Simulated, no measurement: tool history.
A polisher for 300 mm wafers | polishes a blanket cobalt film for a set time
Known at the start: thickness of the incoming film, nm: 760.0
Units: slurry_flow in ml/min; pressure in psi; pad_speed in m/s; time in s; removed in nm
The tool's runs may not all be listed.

| run | hour | slurry_flow | pressure | pad_speed | time | removed |
|---|---|---|---|---|---|---|
| 1 | 0.0 | 310 | 2.4 | 0.96 | 61 | 351.81 |
| 2 | 3.6 | 310 | 2.3 | 0.92 | 61 | 328.62 |
| 3 | 4.7 | 310 | 2.3 | 0.92 | 64 | 345.04 |
| 4 | 10.6 | 310 | 2.2 | 0.88 | 64 | 314.53 |
| 5 | 12.6 | 310 | 2.2 | 1.06 | 64 | 380.13 |
| 6 | 13.2 | 390 | 2.2 | 1.06 | 64 | 382.10 |
| 7 | 19.3 | 390 | 2.1 | 1.00 | 64 | 345.60 |
| 8 | 24.3 | 390 | 2.0 | 0.96 | 64 | 317.02 |
| 9 | 32.1 | 390 | 1.9 | 0.92 | 64 | 289.44 |
| 10 | 40.3 | 390 | 1.8 | 0.88 | 64 | 266.61 |
| 11 | 45.0 | 390 | 1.7 | 0.84 | 64 | 236.20 |
| 12 | 52.4 | 390 | 1.6 | 0.82 | 64 | 220.70 |
| 13 | 59.6 | 365 | 1.1 | 0.56 | 64 | 107.99 |
| 14 | 61.7 | 455 | 1.5 | 0.56 | 64 | 143.93 |
| 15 | 66.4 | 445 | 1.5 | 0.56 | 64 | 143.82 |
| 16 | 73.9 | 445 | 1.5 | 0.56 | 64 | 145.37 |
| 17 | 82.2 | 440 | 1.5 | 0.56 | 64 | 144.95 |
| 18 | 90.1 | 435 | 1.5 | 0.56 | 64 | 144.64 |
|  | 92.8 | worn pad replaced by a new one |
| 19 | 92.8 | 420 | 1.5 | 0.56 | 64 | 153.81 |

Forecast run 20:
| 20 | 97.7 | 420 | 1.5 | 0.56 | 64 | ? |

{"run 20": {"removed": 156.41}}

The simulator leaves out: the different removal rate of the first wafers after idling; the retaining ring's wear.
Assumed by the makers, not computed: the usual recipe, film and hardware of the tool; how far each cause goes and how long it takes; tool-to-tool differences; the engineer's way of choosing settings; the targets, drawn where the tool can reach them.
